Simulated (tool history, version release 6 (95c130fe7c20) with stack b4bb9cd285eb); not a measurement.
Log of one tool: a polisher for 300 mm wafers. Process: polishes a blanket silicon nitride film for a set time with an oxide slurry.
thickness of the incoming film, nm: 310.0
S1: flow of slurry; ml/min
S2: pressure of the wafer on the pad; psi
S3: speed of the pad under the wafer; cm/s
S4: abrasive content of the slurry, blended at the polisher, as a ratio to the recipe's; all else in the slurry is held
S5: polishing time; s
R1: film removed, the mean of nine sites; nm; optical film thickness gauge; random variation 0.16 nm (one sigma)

Run 1, hour 0: S1 150 ml/min, S2 4.4 psi, S3 112 cm/s, S4 1, S5 32 s. Result: R1 27.535 nm.
Run 2, hour 5.4: S1 145 ml/min, S2 4.3 psi, S3 112 cm/s, S4 1, S5 32 s. Result: R1 27.183 nm.
Run 3, hour 14.4: S1 145 ml/min, S2 4.1 psi, S3 112 cm/s, S4 1, S5 32 s. Result: R1 26.192 nm.
Run 4, hour 16.2: S1 145 ml/min, S2 4 psi, S3 112 cm/s, S4 1, S5 32 s. Result: R1 25.936 nm.
Run 5, hour 23.1: S1 145 ml/min, S2 3.9 psi, S3 112 cm/s, S4 1, S5 32 s. Result: R1 25.329 nm.
Run 6, hour 24.5: S1 145 ml/min, S2 3.8 psi, S3 112 cm/s, S4 1, S5 32 s. Result: R1 24.976 nm.

Forecast run 7:
Run 7, hour 25.2: S1 145 ml/min, S2 3.7 psi, S3 112 cm/s, S4 1, S5 32 s. Result: R1 ?.

{"run 7": {"R1": 24.74}}
